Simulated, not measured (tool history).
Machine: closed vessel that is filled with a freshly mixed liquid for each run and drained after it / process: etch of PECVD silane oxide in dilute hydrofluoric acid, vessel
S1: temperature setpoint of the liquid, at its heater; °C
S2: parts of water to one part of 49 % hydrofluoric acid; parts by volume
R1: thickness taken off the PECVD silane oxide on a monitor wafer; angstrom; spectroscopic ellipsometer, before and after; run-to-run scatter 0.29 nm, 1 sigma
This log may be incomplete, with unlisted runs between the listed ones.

run 1 hour=0 | S1=26 S2=205 time_in_the_liquid_(s)=980 | R1=725.02
run 2 hour=6.9 | S1=26 S2=205 time_in_the_liquid_(s)=980 | R1=718.7
run 3 hour=13.4 | S1=26.5 S2=205 time_in_the_liquid_(s)=980 | R1=730.83
run 4 hour=21 | S1=26.5 S2=205 time_in_the_liquid_(s)=980 | R1=729.26
run 5 hour=22.6 | S1=26.5 S2=265 time_in_the_liquid_(s)=980 | R1=528.99
run 6 hour=28.8 | S1=26.5 S2=265 time_in_the_liquid_(s)=980 | R1=530.61
run 7 hour=37.9 | S1=30.5 S2=245 time_in_the_liquid_(s)=980 | R1=671.51
run 8 hour=41 | S1=31 S2=245 time_in_the_liquid_(s)=980 | R1=681.03

Run 9, settings as shown, results not yet in. Your forecast:
run 9 hour=42.2 | S1=31.5 S2=245 time_in_the_liquid_(s)=980 | R1=?

R1: 689.86 angstrom

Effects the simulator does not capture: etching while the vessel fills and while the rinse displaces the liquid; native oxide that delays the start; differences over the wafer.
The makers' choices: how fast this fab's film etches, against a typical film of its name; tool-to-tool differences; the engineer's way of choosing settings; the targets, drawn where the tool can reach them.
